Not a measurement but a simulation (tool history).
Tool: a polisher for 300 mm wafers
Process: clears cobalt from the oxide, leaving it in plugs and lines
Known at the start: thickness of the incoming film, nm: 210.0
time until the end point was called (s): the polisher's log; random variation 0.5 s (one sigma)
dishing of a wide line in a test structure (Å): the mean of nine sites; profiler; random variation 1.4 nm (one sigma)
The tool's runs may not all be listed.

| run | hour | flow of slurry (ml/min) | pressure of the wafer on the pad (kPa) | speed of the pad under the wafer (cm/s) | overpolish time after the end point (s) | time until the end point was called (s) | dishing of a wide line in a test structure (Å) |
|---|---|---|---|---|---|---|---|
| 1 | 0 | 280 | 15.2 | 122 | 16 | 38.4 | 458.2 |
| 2 | 6.8 | 280 | 15.2 | 132 | 16 | 35.894 | 523.23 |
| 3 | 8.8 | 325 | 15.2 | 132 | 16 | 34.801 | 482.19 |
| 4 | 9.5 | 330 | 16.5 | 134 | 16 | 31.899 | 549.13 |
| 5 | 14.8 | 330 | 16.5 | 134 | 9 | 31.728 | 376.44 |
| 6 | 16.4 | 360 | 16.5 | 134 | 9 | 30.77 | 391.01 |
|  | 23.3 | worn pad replaced by a new one |
| 7 | 23.3 | 360 | 17.2 | 136 | 11 | 28.592 | 462.55 |

Run 8 comes next. What will it give?
| 8 | 27.7 | 360 | 17.9 | 136 | 12 | ? | ? |

time until the end point was called (s): 27.158
dishing of a wide line in a test structure (Å): 492.86
